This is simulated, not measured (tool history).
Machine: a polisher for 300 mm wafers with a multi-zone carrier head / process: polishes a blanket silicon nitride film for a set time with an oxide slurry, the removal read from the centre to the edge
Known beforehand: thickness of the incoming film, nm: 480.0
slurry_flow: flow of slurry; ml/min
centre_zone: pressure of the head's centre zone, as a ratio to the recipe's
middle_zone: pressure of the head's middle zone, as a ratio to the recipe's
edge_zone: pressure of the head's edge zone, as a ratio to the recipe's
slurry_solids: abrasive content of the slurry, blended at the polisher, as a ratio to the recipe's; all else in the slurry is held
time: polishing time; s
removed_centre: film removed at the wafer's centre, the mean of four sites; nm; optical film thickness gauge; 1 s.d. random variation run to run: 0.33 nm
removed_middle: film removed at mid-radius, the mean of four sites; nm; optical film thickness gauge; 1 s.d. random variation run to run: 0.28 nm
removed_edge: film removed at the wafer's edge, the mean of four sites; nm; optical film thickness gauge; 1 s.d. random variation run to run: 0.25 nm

run	hour	slurry_flow	centre_zone	middle_zone	edge_zone	slurry_solids	time	removed_centre	removed_middle	removed_edge
1	0.0	320	1.00	1.00	1.00	1.00	34	26.014	26.520	25.916
2	1.8	330	1.05	1.04	1.00	1.00	34	27.854	27.828	26.525
3	4.5	345	1.08	1.07	0.98	1.00	34	28.308	28.776	26.194
4	5.5	345	1.08	1.13	0.98	1.00	34	28.621	30.427	25.831
5	8.3	345	1.08	1.13	1.04	1.00	34	28.360	29.787	26.741
6	14.9	345	1.08	1.13	1.04	0.90	34	27.760	28.850	26.164
7	19.0	350	1.11	1.13	1.02	0.95	34	28.748	29.941	25.653

Run 8 has not been measured yet. What should we expect?
8	23.8	350	1.11	1.13	1.02	0.95	34	?	?	?

removed_centre: 28.815 nm
removed_middle: 29.442 nm
removed_edge: 26.401 nm
